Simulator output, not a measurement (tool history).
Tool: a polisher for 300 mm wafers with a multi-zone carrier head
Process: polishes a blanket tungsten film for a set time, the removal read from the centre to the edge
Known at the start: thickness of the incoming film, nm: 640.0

run  hour  flow of slurry (ml/min)  pressure of the head's centre zone  pressure of the head's middle zone  pressure of the head's edge zone  abrasive content of the slurry  polishing time (s)  film removed at the wafer's centre (angstrom)  film removed at mid-radius (angstrom)  film removed at the wafer's edge (angstrom)
  1     0                      225                                   1                                   1                                 1                               1                  31                                         908.15                                 909.63                                          933
  2   4.4                      225                                1.03                                   1                                 1                               1                  31                                         928.95                                 910.35                                       919.61
  3   6.3                      255                                1.03                                   1                                 1                               1                  31                                         939.33                                 929.11                                       915.92
  4  13.8                      250                                1.01                                1.01                              1.02                            1.05                  31                                         930.43                                  943.1                                       946.61
  5  16.9                      250                                1.01                                0.93                              1.02                            1.05                  31                                         934.74                                 893.13                                       959.59
  6  18.8                      255                                   1                                0.95                              1.04                             1.1                  31                                          935.2                                 900.56                                       983.95
  7  20.6                      260                                0.99                                0.98                              1.05                            1.15                  31                                         935.74                                 949.39                                       966.66
  8  23.7                      255                                0.97                                0.98                              1.06                             1.2                  31                                         924.79                                 938.25                                       1003.5
  9  26.6                      255                                0.97                                0.98                              1.06                             1.2                  31                                         933.01                                 949.95                                       996.96

Run 10 comes next. What will it give?
 10  27.4                      255                                0.95                                0.99                              1.07                            1.25                  31                                              ?                                      ?                                            ?

{"run 10": {"film removed at the wafer's centre (angstrom)": 928.85, "film removed at mid-radius (angstrom)": 977.3, "film removed at the wafer's edge (angstrom)": 1022.2}}
